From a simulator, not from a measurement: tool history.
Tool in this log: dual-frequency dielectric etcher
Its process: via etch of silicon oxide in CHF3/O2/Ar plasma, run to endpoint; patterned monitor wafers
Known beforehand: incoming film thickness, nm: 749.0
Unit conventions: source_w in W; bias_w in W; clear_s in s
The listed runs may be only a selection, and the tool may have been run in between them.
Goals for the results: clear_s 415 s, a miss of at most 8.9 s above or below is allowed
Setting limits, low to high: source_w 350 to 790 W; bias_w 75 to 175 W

{"run": 1, "hour": 0.0, "source_w": 570, "bias_w": 125, "clear_s": 468.63}
{"run": 2, "hour": 6.1, "source_w": 620, "bias_w": 128, "clear_s": 461.91}
{"run": 3, "hour": 10.5, "source_w": 530, "bias_w": 128, "clear_s": 476.36}
{"run": 4, "hour": 17.6, "source_w": 530, "bias_w": 115, "clear_s": 492.93}
{"run": 5, "hour": 19.6, "source_w": 530, "bias_w": 104, "clear_s": 508.3}
{"run": 6, "hour": 22.2, "source_w": 600, "bias_w": 116, "clear_s": 478.96}
{"run": 7, "hour": 30.0, "source_w": 640, "bias_w": 126, "clear_s": 455.49}
{"run": 8, "hour": 38.2, "source_w": 640, "bias_w": 126, "clear_s": 454.41}
{"run": 9, "hour": 44.5, "source_w": 750, "bias_w": 134, "clear_s": 429.9}
{"run": 10, "hour": 46.3, "source_w": 750, "bias_w": 134, "clear_s": 429.95}
{"run": 11, "hour": 51.3, "source_w": 760, "bias_w": 137, "clear_s": 426.14}

Next run, 4 choices. One meets every target within its allowed miss, the rest don't. Which?
{"run": "A", "hour": 56.3, "source_w": 660, "bias_w": 126, "clear_s": "?"}
{"run": "B", "hour": 56.3, "source_w": 790, "bias_w": 123, "clear_s": "?"}
{"run": "C", "hour": 56.3, "source_w": 790, "bias_w": 142, "clear_s": "?"}
{"run": "D", "hour": 56.3, "source_w": 750, "bias_w": 121, "clear_s": "?"}

move=A clear_s=455.04
move=B clear_s=438.78
move=C clear_s=418.76
move=D clear_s=446.9
A: the biggest miss grows against the last run
B: the biggest miss grows against the last run
C: all results land within tolerance of their targets
D: the biggest miss grows against the last run
Answer: C
